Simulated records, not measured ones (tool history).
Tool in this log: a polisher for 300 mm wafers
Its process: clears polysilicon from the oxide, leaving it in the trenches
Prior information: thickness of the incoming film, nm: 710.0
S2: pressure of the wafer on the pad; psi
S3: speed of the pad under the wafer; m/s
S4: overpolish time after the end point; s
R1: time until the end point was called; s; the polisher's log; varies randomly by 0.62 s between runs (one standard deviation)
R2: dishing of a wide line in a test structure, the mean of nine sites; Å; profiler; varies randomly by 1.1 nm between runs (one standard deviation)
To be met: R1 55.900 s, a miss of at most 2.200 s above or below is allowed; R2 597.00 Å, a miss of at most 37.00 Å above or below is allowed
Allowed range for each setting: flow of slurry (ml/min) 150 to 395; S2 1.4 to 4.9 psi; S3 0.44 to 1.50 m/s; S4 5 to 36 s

run 1 hour=0.0 | flow_of_slurry_(ml/min)=250 S2=3.1 S3=0.96 S4=18 | R1=45.628 R2=599.85
run 2 hour=2.9 | flow_of_slurry_(ml/min)=250 S2=3.1 S3=1.18 S4=18 | R1=38.289 R2=597.83
run 3 hour=8.6 | flow_of_slurry_(ml/min)=250 S2=3.1 S3=1.30 S4=18 | R1=35.066 R2=600.44
run 4 hour=13.1 | flow_of_slurry_(ml/min)=300 S2=3.1 S3=1.30 S4=18 | R1=35.212 R2=603.69
run 5 hour=16.2 | flow_of_slurry_(ml/min)=350 S2=3.1 S3=1.30 S4=18 | R1=34.710 R2=571.56
-- hour=20.6 worn pad replaced by a new one
run 6 hour=20.6 | flow_of_slurry_(ml/min)=350 S2=3.1 S3=1.30 S4=10 | R1=31.205 R2=596.33
run 7 hour=26.3 | flow_of_slurry_(ml/min)=330 S2=2.2 S3=1.22 S4=5 | R1=43.396 R2=426.65
run 8 hour=30.1 | flow_of_slurry_(ml/min)=330 S2=2.3 S3=1.18 S4=8 | R1=43.221 R2=502.77
run 9 hour=32.2 | flow_of_slurry_(ml/min)=335 S2=2.3 S3=1.16 S4=9 | R1=44.795 R2=539.05
run 10 hour=32.9 | flow_of_slurry_(ml/min)=370 S2=1.6 S3=1.14 S4=18 | R1=58.641 R2=572.16

Next run, 5 choices. One meets every target within its allowed miss, the rest don't. Which?
run A hour=33.6 | flow_of_slurry_(ml/min)=280 S2=1.8 S3=1.10 S4=11 | R1=? R2=?
run B hour=33.6 | flow_of_slurry_(ml/min)=365 S2=1.4 S3=1.08 S4=17 | R1=? R2=?
run C hour=33.6 | flow_of_slurry_(ml/min)=395 S2=1.8 S3=1.26 S4=20 | R1=? R2=?
run D hour=33.6 | flow_of_slurry_(ml/min)=390 S2=1.4 S3=1.20 S4=15 | R1=? R2=?
run E hour=33.6 | flow_of_slurry_(ml/min)=280 S2=1.7 S3=1.16 S4=22 | R1=? R2=?

move=A R1=57.524 R2=526.44
move=B R1=68.439 R2=558.58
move=C R1=49.820 R2=587.45
move=D R1=62.358 R2=555.30
move=E R1=57.419 R2=586.03
A: brings the result that was furthest off to its target, and leaves another outside
B: the biggest miss grows against the last run
C: pushes the last run's worst result past its target
D: the biggest miss grows against the last run
E: each result inside its tolerance
E is the move that brings every result within its allowed miss.
